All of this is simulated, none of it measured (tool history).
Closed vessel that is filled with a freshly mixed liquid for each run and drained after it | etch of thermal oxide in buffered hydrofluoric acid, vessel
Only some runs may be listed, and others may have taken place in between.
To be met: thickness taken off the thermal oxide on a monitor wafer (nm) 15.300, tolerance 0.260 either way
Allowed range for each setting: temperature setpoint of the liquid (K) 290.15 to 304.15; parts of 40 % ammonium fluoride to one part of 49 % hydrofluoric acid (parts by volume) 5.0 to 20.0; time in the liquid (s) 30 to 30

| run | day | temperature setpoint of the liquid (K) | parts of 40 % ammonium fluoride to one part of 49 % hydrofluoric acid (parts by volume) | time in the liquid (s) | thickness taken off the thermal oxide on a monitor wafer (nm) |
|---|---|---|---|---|---|
| 1 | 0.000 | 296.15 | 12.0 | 30 | 24.681 |
| 2 | 0.300 | 294.15 | 12.5 | 30 | 21.352 |
| 3 | 0.450 | 294.15 | 11.0 | 30 | 23.980 |
| 4 | 0.758 | 296.15 | 11.0 | 30 | 26.870 |
| 5 | 0.796 | 296.15 | 11.0 | 30 | 26.987 |
| 6 | 1.121 | 297.65 | 11.0 | 30 | 29.349 |
| 7 | 1.179 | 295.15 | 12.0 | 30 | 23.410 |
| 8 | 1.296 | 293.65 | 12.5 | 30 | 20.742 |
| 9 | 1.317 | 292.65 | 13.0 | 30 | 18.682 |
| 10 | 1.358 | 291.65 | 13.0 | 30 | 17.767 |
| 11 | 1.667 | 291.15 | 13.5 | 30 | 16.625 |

Exercise: of the 4 proposed moves below, exactly one satisfies all targets within the stated allowed misses. Which move is it?
| A | 1.975 | 292.65 | 16.0 | 30 | ? |
| B | 1.975 | 290.15 | 12.0 | 30 | ? |
| C | 1.975 | 291.65 | 13.5 | 30 | ? |
| D | 1.975 | 294.15 | 14.5 | 30 | ? |

| move | thickness taken off the thermal oxide on a monitor wafer (nm) |
|---|---|
| A | 15.276 |
| B | 17.586 |
| C | 17.064 |
| D | 18.304 |
A: all results in spec
B: lands further from the targets than the last run did
C: lands further from the targets than the last run did
D: lands further from the targets than the last run did
The right move is A.
